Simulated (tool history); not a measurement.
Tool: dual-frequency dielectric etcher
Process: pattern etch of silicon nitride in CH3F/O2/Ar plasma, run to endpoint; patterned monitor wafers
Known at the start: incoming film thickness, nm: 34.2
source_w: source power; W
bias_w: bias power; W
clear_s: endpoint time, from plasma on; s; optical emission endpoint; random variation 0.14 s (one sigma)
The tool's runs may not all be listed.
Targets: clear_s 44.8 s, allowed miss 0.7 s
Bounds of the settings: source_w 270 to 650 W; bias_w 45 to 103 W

Run 1, hour 0: source_w 460 W, bias_w 74 W. Result: clear_s 51.577 s.
Run 2, hour 1.3: source_w 480 W, bias_w 74 W. Result: clear_s 50.163 s.
Run 3, hour 5.9: source_w 530 W, bias_w 74 W. Result: clear_s 48.208 s.
Run 4, hour 11.6: source_w 540 W, bias_w 74 W. Result: clear_s 47.496 s.
Run 5, hour 20.3: source_w 550 W, bias_w 74 W. Result: clear_s 47.158 s.
At hour 25.3: source power generator calibrated.
Run 6, hour 25.3: source_w 500 W, bias_w 74 W. Result: clear_s 50.58 s.
Run 7, hour 30.5: source_w 520 W, bias_w 74 W. Result: clear_s 49.423 s.
Run 8, hour 33.7: source_w 540 W, bias_w 74 W. Result: clear_s 48.685 s.
Run 9, hour 40.5: source_w 550 W, bias_w 74 W. Result: clear_s 48.463 s.

5 next moves are on the table. One of them brings every result within its allowed miss. Which?
Run A, hour 47.3: source_w 650 W, bias_w 73 W. Result: clear_s ?.
Run B, hour 47.3: source_w 410 W, bias_w 76 W. Result: clear_s ?.
Run C, hour 47.3: source_w 510 W, bias_w 56 W. Result: clear_s ?.
Run D, hour 47.3: source_w 620 W, bias_w 88 W. Result: clear_s ?.
Run E, hour 47.3: source_w 640 W, bias_w 91 W. Result: clear_s ?.

move  clear_s
   A   45.178
   B   54.524
   C    54.38
   D   43.429
   E   42.382
A: meets every target
B: further off than the last run
C: further off than the last run
D: takes the result that was furthest off past its target
E: takes the result that was furthest off past its target
The right move is A.
